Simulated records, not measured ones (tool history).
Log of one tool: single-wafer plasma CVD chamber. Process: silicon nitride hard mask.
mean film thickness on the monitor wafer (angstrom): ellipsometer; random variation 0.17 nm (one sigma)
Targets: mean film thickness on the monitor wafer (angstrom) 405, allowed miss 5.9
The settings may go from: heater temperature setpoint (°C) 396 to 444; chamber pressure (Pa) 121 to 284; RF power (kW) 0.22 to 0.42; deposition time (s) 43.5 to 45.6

run  hour  heater temperature setpoint (°C)  chamber pressure (Pa)  RF power (kW)  deposition time (s)  mean film thickness on the monitor wafer (angstrom)
  1     0                               420                    203           0.32                 45.6                                               489.45
  2   7.4                               420                    203           0.32                 45.6                                               483.63
  3  14.6                               420                    216           0.32                 45.6                                               493.04
  4  20.6                               420                    216           0.36                 45.6                                               553.06
  5  22.4                               415                    216           0.36                 45.6                                               554.16
  6  30.9                               415                    216           0.36                 45.6                                               551.79
  7  38.1                               415                    204           0.35                 45.6                                               534.35
  8  39.3                               416                    192           0.34                 45.6                                               510.46
  9  43.9                               416                    152           0.29                 45.2                                               400.14
 10  46.6                               416                    153           0.29                 45.2                                               400.67

5 next moves are on the table. One of them brings every result within its allowed miss. Which?
  A  49.3                               415                    123          0.315                 43.9                                                    ?
  B  49.3                               414                    139            0.3                 45.6                                                    ?
  C  49.3                               412                    132          0.295                 45.6                                                    ?
  D  49.3                               415                    164            0.3                 44.5                                                    ?
  E  49.3                               416                    157           0.29                 44.1                                                    ?

move  mean film thickness on the monitor wafer (angstrom)
   A                                               389.58
   B                                                401.9
   C                                               388.41
   D                                               414.74
   E                                               390.78
A: further off than the last run
B: meets every target
C: further off than the last run
D: takes the result that was furthest off past its target
E: further off than the last run
Move B is the one to make.
